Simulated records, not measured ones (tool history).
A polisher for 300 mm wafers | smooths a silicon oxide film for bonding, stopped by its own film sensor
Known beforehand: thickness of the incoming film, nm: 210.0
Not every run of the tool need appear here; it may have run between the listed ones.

run,hour,flow of slurry (ml/min),pressure of the wafer on the pad (psi),speed of the pad under the wafer (cm/s),abrasive content of the slurry,target thickness at which the film sensor stops the polish (nm),time until the film sensor stopped the polish (s)
1,0.0,280,2.4,110,1.00,159,54.233
2,6.1,280,2.4,134,1.00,159,46.682
3,7.7,280,2.4,134,1.00,159,46.869
4,13.3,280,2.4,134,0.85,159,50.333
5,14.7,280,2.4,160,0.85,159,44.133
6,17.4,280,2.2,158,0.85,159,47.827
# hour 22.3: slurry nozzle cleaned
7,22.3,280,2.0,156,0.85,159,49.022

The next listed run, before its measurement:
8,25.8,280,1.9,150,0.85,159,?

{"run 8": {"time until the film sensor stopped the polish (s)": 53.748}}
